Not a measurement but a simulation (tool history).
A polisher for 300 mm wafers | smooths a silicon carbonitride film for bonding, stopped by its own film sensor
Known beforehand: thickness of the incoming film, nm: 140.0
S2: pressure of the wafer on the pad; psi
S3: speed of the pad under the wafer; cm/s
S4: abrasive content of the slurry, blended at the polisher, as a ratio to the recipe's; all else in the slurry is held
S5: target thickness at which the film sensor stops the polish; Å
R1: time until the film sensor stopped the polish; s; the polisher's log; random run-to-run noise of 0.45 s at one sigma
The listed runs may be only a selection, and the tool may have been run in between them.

Run 1, hour 0: flow of slurry (ml/min) 190, S2 2.2 psi, S3 114 cm/s, S4 1, S5 1290 Å. Result: R1 41.622 s.
Run 2, hour 6.4: flow of slurry (ml/min) 190, S2 2.2 psi, S3 114 cm/s, S4 0.9, S5 1290 Å. Result: R1 42.973 s.
Run 3, hour 10.6: flow of slurry (ml/min) 190, S2 2.3 psi, S3 114 cm/s, S4 0.9, S5 1290 Å. Result: R1 42.123 s.
Run 4, hour 14: flow of slurry (ml/min) 190, S2 2.4 psi, S3 114 cm/s, S4 0.9, S5 1290 Å. Result: R1 40.581 s.
Run 5, hour 20.1: flow of slurry (ml/min) 190, S2 2.5 psi, S3 114 cm/s, S4 0.9, S5 1290 Å. Result: R1 37.946 s.
Run 6, hour 20.7: flow of slurry (ml/min) 190, S2 2.5 psi, S3 114 cm/s, S4 0.8, S5 1290 Å. Result: R1 40.608 s.

Run 7 has not been measured yet. What should we expect?
Run 7, hour 28: flow of slurry (ml/min) 190, S2 2.6 psi, S3 114 cm/s, S4 0.8, S5 1290 Å. Result: R1 ?.

Run 7 came out at R1 39.401 s.
